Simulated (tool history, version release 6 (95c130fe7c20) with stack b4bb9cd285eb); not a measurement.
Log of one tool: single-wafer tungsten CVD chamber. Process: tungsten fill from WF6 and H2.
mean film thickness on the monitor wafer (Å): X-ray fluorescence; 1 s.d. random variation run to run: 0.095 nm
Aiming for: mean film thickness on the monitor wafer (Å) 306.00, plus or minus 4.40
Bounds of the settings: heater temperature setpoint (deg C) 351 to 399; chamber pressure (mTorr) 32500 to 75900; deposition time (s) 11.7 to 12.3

run	day	heater temperature setpoint (deg C)	chamber pressure (mTorr)	deposition time (s)	mean film thickness on the monitor wafer (Å)
1	0.000	375	54200	12.3	286.46
2	0.196	379	54200	12.3	315.26
3	0.525	369	54200	12.3	247.99
4	0.900	365	54200	12.3	225.58
5	1.208	368	54300	12.3	242.45
6	1.471	368	45100	12.3	223.71
7	1.583	371	45200	12.3	239.83
8	1.954	373	45200	12.3	252.56
9	2.146	383	45400	12.3	318.58

Which of these 4 next moves meets every target?
A	2.338	388	36000	12.3	?
B	2.338	388	38300	11.9	?
C	2.338	378	65400	11.7	?
D	2.338	381	49300	12.0	?

move	mean film thickness on the monitor wafer (Å)
A	315.63
B	314.66
C	317.62
D	306.66
A: nearer the targets than the last run, but a result is still out of spec
B: nearer the targets than the last run, but a result is still out of spec
C: nearer the targets than the last run, but a result is still out of spec
D: all results land within tolerance of their targets
Go with D: it meets all targets.
